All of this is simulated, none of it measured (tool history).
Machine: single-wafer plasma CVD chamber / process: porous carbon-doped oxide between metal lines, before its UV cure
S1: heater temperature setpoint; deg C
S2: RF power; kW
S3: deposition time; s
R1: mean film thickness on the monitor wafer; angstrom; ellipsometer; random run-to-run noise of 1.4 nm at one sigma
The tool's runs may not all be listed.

{"run": 1, "day": 0.0, "S1": 280, "S2": 0.6, "S3": 61.4, "R1": 4032.8}
{"run": 2, "day": 0.138, "S1": 280, "S2": 0.6, "S3": 63.3, "R1": 4161.2}
{"run": 3, "day": 0.375, "S1": 285, "S2": 0.575, "S3": 63.2, "R1": 3872.3}
{"run": 4, "day": 0.733, "S1": 285, "S2": 0.495, "S3": 63.2, "R1": 3486.6}
{"run": 5, "day": 1.096, "S1": 285, "S2": 0.575, "S3": 63.2, "R1": 3869}
{"run": 6, "day": 1.308, "S1": 289, "S2": 0.565, "S3": 63.2, "R1": 3693.9}
{"run": 7, "day": 1.567, "S1": 292, "S2": 0.56, "S3": 63.2, "R1": 3647.5}

What will run 8 give?
{"run": 8, "day": 1.929, "S1": 294, "S2": 0.545, "S3": 63.2, "R1": "?"}

{"run 8": {"R1": 3518.6}}

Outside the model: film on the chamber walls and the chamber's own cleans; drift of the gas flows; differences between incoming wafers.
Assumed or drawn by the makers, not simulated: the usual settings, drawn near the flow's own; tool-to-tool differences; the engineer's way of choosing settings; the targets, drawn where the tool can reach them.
